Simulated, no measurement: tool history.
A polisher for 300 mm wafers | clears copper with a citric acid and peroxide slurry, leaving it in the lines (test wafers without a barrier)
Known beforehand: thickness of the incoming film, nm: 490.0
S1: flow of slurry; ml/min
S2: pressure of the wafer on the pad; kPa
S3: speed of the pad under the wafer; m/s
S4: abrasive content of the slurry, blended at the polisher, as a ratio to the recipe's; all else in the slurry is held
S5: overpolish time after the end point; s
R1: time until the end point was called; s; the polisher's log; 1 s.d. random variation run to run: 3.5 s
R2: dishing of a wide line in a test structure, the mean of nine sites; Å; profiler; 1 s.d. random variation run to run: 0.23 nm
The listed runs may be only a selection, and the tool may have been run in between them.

run	day	S1	S2	S3	S4	S5	R1	R2
1	0	165	26.2	1.36	1	17	131.47	486.47
2	0.104	165	26.2	1.36	0.9	17	130.79	488.7
3	0.262	180	26.2	1.36	0.9	17	131.93	467.81
4	0.55	180	29.6	1.36	0.9	17	117.96	531.53
5	0.7	180	23.4	1.36	0.9	17	141.13	433.59
6	1.008	180	23.4	1.36	0.9	20	146.7	488.22

What does the tool deliver on the next run?
7	1.067	185	22.8	1.28	0.9	18	?	?

R1: 157.48 s
R2: 418.7 Å

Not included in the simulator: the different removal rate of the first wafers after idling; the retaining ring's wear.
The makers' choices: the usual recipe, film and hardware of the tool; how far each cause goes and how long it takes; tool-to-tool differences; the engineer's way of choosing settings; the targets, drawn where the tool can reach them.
